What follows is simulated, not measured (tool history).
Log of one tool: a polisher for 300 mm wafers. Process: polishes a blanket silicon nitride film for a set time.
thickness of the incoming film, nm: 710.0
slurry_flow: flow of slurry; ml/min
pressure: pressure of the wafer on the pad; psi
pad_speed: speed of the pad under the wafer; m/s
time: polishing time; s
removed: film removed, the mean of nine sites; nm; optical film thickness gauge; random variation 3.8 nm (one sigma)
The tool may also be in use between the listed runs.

{"run": 1, "hour": 0.0, "slurry_flow": 165, "pressure": 3.3, "pad_speed": 1.18, "time": 99, "removed": 176.08}
{"run": 2, "hour": 1.4, "slurry_flow": 165, "pressure": 3.3, "pad_speed": 0.92, "time": 99, "removed": 142.41}
{"run": 3, "hour": 3.4, "slurry_flow": 165, "pressure": 3.8, "pad_speed": 0.94, "time": 99, "removed": 170.41}
{"run": 4, "hour": 12.1, "slurry_flow": 200, "pressure": 3.8, "pad_speed": 0.94, "time": 99, "removed": 171.39}
{"hour": 18.7, "done": "head pressure recalibrated"}
{"run": 5, "hour": 18.7, "slurry_flow": 175, "pressure": 3.8, "pad_speed": 0.94, "time": 99, "removed": 186.68}
{"run": 6, "hour": 19.5, "slurry_flow": 210, "pressure": 3.8, "pad_speed": 0.94, "time": 99, "removed": 195.16}

Run 7 comes next. What will it give?
{"run": 7, "hour": 21.9, "slurry_flow": 220, "pressure": 4, "pad_speed": 0.94, "time": 99, "removed": "?"}

Run 7 gave removed 207.28 nm.

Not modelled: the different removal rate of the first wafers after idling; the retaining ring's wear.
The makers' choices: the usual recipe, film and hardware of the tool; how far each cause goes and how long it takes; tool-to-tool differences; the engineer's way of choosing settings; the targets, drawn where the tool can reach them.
